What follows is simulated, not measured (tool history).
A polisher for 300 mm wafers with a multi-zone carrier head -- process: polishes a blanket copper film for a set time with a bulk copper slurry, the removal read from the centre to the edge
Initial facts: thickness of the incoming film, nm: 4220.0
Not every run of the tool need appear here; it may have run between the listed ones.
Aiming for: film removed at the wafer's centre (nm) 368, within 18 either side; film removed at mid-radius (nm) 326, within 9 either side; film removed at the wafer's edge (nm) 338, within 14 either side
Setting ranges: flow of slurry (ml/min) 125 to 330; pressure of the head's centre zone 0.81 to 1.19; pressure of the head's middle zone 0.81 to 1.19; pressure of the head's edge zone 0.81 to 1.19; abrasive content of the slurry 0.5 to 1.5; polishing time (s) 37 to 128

run	hour	flow of slurry (ml/min)	pressure of the head's centre zone	pressure of the head's middle zone	pressure of the head's edge zone	abrasive content of the slurry	polishing time (s)	film removed at the wafer's centre (nm)	film removed at mid-radius (nm)	film removed at the wafer's edge (nm)
1	0	210	1	1	1	1	82	658.26	643.2	680.9
2	4.5	205	1.01	0.98	0.96	0.85	69	493.92	507.91	536.93
3	5.9	225	1.07	0.95	0.91	0.8	61	483.53	432.91	444.21
4	11.3	220	1.07	0.93	0.88	0.7	58	432.89	385.63	402.94
5	16.8	220	1.07	0.99	0.88	0.7	58	423.62	405.41	403.23
6	21.1	210	1.08	0.97	0.86	0.65	57	420.08	374.15	374.06
7	26.7	195	1.06	0.96	0.84	0.65	57	398.59	370.27	379.32
8	30.2	190	1.07	0.95	0.83	0.6	56	379.84	346.02	350.86
9	36.3	180	1.07	0.94	0.83	0.6	56	376.32	341.67	352.37
10	39.6	170	1.08	0.94	0.82	0.6	56	378.81	345.07	355.56
11	43.6	185	1.1	0.93	0.81	0.5	53	340.71	296.12	303.13

Below are 5 possible settings for the next run. Only one of them brings all results inside the allowed miss of their targets. Which is it?
A	47.6	270	1.02	1.12	0.81	0.55	48	?	?	?
B	47.6	195	1.12	0.97	0.92	0.6	51	?	?	?
C	47.6	125	1.1	0.84	0.98	0.7	52	?	?	?
D	47.6	190	1.1	1	0.81	0.5	52	?	?	?
E	47.6	225	1.1	1.09	0.81	0.55	47	?	?	?

move	film removed at the wafer's centre (nm)	film removed at mid-radius (nm)	film removed at the wafer's edge (nm)
A	316.53	336.91	293.09
B	372.02	323.94	332.44
C	377.97	303.11	358.8
D	340.87	309.36	296.37
E	328.69	317.94	283.76
A: carries the result that was furthest off beyond its target, to the other side
B: hits every target within its allowed miss
C: nearer than the last run, and not there yet
D: nearer than the last run, and not there yet
E: puts the biggest miss on target and leaves a different result outside tolerance
The move that meets every target is B.

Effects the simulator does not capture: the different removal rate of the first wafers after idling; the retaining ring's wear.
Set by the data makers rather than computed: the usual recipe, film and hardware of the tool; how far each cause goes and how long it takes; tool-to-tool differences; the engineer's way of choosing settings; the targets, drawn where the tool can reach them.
